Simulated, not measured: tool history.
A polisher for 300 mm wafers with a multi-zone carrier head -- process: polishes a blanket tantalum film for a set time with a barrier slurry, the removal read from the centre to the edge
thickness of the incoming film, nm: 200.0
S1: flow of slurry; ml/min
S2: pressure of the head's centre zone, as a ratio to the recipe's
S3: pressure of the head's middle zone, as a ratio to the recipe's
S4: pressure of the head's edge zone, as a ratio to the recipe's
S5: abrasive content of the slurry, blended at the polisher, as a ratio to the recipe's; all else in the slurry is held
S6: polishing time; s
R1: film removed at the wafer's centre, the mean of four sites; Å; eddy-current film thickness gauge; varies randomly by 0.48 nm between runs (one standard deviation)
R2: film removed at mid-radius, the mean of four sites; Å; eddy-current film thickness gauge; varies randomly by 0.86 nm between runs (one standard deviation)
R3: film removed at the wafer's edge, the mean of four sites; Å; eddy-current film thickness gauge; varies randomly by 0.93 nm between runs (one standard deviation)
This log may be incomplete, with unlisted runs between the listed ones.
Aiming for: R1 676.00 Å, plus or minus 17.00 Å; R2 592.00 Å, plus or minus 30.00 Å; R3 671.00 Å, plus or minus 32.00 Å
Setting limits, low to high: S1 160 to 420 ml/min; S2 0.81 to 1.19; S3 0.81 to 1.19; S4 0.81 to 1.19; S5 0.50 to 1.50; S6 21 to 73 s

run  hour   S1    S2    S3    S4    S5  S6      R1      R2      R3
  1   0.0  270  1.00  1.00  1.00  1.00  47  842.78  828.47  837.90
  2   7.5  270  1.00  1.00  1.00  0.90  47  798.02  811.14  794.97
  3  12.8  265  1.00  0.96  1.00  0.85  46  759.02  703.15  750.62
  4  16.1  265  0.94  0.96  1.00  0.85  46  713.46  728.52  773.35
  5  18.8  265  0.94  0.96  1.00  0.95  46  748.89  762.80  807.36
  6  26.5  265  0.94  1.03  1.00  0.95  46  752.19  816.58  794.66
  7  31.2  260  0.95  1.00  0.98  0.90  46  734.18  776.95  780.43
  8  32.8  260  0.96  0.98  0.98  0.85  46  726.12  739.27  744.16
  9  40.6  250  0.96  0.95  0.97  0.85  46  717.93  727.43  748.94
 10  44.9  250  0.97  0.93  0.97  0.80  46  705.25  676.56  715.25
 11  47.8  240  0.97  0.91  0.97  0.80  46  691.12  661.99  709.34
 12  48.9  235  0.98  0.90  0.97  0.80  46  705.08  657.27  710.90
 13  55.8  230  0.98  0.88  0.96  0.80  46  698.17  637.45  715.66
 14  60.0  225  0.98  0.87  0.95  0.80  46  703.64  631.34  696.29
 15  64.7  220  0.98  0.86  0.95  0.80  46  699.47  639.09  713.43

Exercise: of the 4 proposed moves below, exactly one satisfies all targets within the stated allowed misses. Which move is it?
  A  69.4  200  1.01  0.81  1.02  0.85  46   ?   ?   ?
  B  69.4  185  0.97  0.82  0.86  0.85  45   ?   ?   ?
  C  69.4  185  1.04  0.82  1.07  0.65  55   ?   ?   ?
  D  69.4  255  1.07  0.90  0.96  0.80  42   ?   ?   ?

move      R1      R2      R3
   A  733.82  608.59  749.18
   B  678.64  593.32  680.26
   C  732.32  596.48  743.86
   D  713.33  605.61  661.04
A: brings the result that was furthest off to its target, and leaves another outside
B: every result within its allowed miss
C: brings the result that was furthest off to its target, and leaves another outside
D: brings the result that was furthest off to its target, and leaves another outside
B meets every target.
